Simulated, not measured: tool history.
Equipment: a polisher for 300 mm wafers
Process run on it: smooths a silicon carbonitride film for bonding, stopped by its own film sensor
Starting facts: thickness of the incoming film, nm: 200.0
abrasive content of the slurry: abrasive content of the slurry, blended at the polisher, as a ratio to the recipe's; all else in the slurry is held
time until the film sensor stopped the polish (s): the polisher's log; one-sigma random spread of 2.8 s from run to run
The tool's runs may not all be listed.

| run | hour | flow of slurry (ml/min) | pressure of the wafer on the pad (kPa) | speed of the pad under the wafer (cm/s) | abrasive content of the slurry | target thickness at which the film sensor stops the polish (Å) | time until the film sensor stopped the polish (s) |
|---|---|---|---|---|---|---|---|
| 1 | 0.0 | 140 | 9.7 | 68 | 1.0 | 1800 | 194.10 |
| 2 | 8.9 | 140 | 11.7 | 68 | 1.0 | 1800 | 157.20 |
| 3 | 13.6 | 140 | 11.0 | 68 | 1.0 | 1800 | 167.39 |
| 4 | 19.4 | 135 | 9.7 | 68 | 1.0 | 1800 | 193.31 |
| 5 | 19.9 | 135 | 9.7 | 74 | 1.0 | 1800 | 183.28 |
| 6 | 25.4 | 135 | 9.7 | 74 | 1.0 | 1800 | 182.32 |
|  | 32.8 | head pressure recalibrated |
| 7 | 32.8 | 130 | 8.3 | 74 | 1.0 | 1800 | 189.26 |
| 8 | 34.9 | 130 | 8.3 | 74 | 1.0 | 1800 | 187.46 |
| 9 | 42.4 | 130 | 8.3 | 74 | 1.0 | 1800 | 188.36 |
| 10 | 47.5 | 135 | 6.9 | 68 | 1.0 | 1800 | 237.06 |
| 11 | 48.1 | 140 | 6.2 | 66 | 1.0 | 1800 | 264.79 |

Forecast run 12:
| 12 | 53.4 | 150 | 5.5 | 66 | 1.0 | 1800 | ? |

Run 12 produced time until the film sensor stopped the polish (s) 292.81.
